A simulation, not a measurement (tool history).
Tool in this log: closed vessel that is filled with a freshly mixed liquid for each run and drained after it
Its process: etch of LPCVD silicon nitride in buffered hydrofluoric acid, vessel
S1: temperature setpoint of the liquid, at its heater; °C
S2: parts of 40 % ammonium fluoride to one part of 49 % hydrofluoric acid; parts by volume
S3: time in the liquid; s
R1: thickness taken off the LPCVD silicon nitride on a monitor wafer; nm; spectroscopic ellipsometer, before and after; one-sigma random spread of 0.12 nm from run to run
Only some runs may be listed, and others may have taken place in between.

run,hour,S1,S2,S3,R1
1,0.0,24.0,7.5,795,17.388
2,7.7,24.0,7.5,795,17.236
3,11.3,23.0,7.5,795,16.697
4,12.7,23.0,5.5,795,22.061
5,14.5,22.0,6.0,795,19.393
6,16.4,21.5,6.0,795,18.527
7,17.2,21.0,6.0,795,18.641

Run 8 has not been measured yet. What should we expect?
# hour 21.9: thermometer replaced
8,21.9,20.5,6.5,795,?

{"run 8": {"R1": 14.536}}

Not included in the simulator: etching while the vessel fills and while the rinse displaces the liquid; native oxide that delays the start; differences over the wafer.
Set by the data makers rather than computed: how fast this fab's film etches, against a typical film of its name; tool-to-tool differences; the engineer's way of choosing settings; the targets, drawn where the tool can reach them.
